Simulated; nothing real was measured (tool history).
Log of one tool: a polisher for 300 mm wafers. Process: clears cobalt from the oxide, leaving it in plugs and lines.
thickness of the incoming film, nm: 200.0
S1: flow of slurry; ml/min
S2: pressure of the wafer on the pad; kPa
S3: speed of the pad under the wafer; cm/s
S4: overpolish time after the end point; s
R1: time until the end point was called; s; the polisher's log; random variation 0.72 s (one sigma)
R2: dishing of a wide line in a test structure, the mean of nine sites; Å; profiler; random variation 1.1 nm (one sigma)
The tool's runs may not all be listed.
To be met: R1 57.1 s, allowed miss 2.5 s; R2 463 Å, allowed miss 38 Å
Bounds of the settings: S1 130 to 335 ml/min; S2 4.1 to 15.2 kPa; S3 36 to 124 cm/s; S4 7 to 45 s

{"run": 1, "day": 0.0, "S1": 215, "S2": 9.7, "S3": 80, "S4": 23, "R1": 78.102, "R2": 347.79}
{"run": 2, "day": 0.158, "S1": 190, "S2": 9.7, "S3": 80, "S4": 23, "R1": 76.445, "R2": 334.75}
{"run": 3, "day": 0.225, "S1": 195, "S2": 10.3, "S3": 80, "S4": 25, "R1": 72.74, "R2": 369.72}
{"run": 4, "day": 0.25, "S1": 195, "S2": 10.3, "S3": 80, "S4": 31, "R1": 72.764, "R2": 425.41}
{"run": 5, "day": 0.321, "S1": 195, "S2": 11, "S3": 80, "S4": 30, "R1": 67.152, "R2": 431.71}
{"run": 6, "day": 0.362, "S1": 155, "S2": 11, "S3": 80, "S4": 30, "R1": 70.618, "R2": 414.2}
{"run": 7, "day": 0.679, "S1": 175, "S2": 11.7, "S3": 80, "S4": 30, "R1": 65.029, "R2": 431.47}
{"run": 8, "day": 0.892, "S1": 180, "S2": 12.4, "S3": 80, "S4": 30, "R1": 61.089, "R2": 448.54}
{"run": 9, "day": 1.012, "S1": 185, "S2": 12.4, "S3": 80, "S4": 30, "R1": 60.729, "R2": 432.03}
{"run": 10, "day": 1.325, "S1": 185, "S2": 12.4, "S3": 80, "S4": 30, "R1": 61.261, "R2": 438.77}

Which of these 5 next moves meets every target?
{"run": "A", "day": 1.638, "S1": 190, "S2": 14.5, "S3": 70, "S4": 22, "R1": "?", "R2": "?"}
{"run": "B", "day": 1.638, "S1": 220, "S2": 12.4, "S3": 84, "S4": 35, "R1": "?", "R2": "?"}
{"run": "C", "day": 1.638, "S1": 175, "S2": 12.4, "S3": 76, "S4": 34, "R1": "?", "R2": "?"}
{"run": "D", "day": 1.638, "S1": 210, "S2": 11.7, "S3": 78, "S4": 23, "R1": "?", "R2": "?"}
{"run": "E", "day": 1.638, "S1": 195, "S2": 12.4, "S3": 76, "S4": 34, "R1": "?", "R2": "?"}

move=A R1=60.062 R2=393.87
move=B R1=59.039 R2=478.88
move=C R1=66.029 R2=457.23
move=D R1=66.754 R2=382.19
move=E R1=65.088 R2=459.62
A: further off than the last run
B: meets every target
C: further off than the last run
D: further off than the last run
E: further off than the last run
Move B is the one to make.
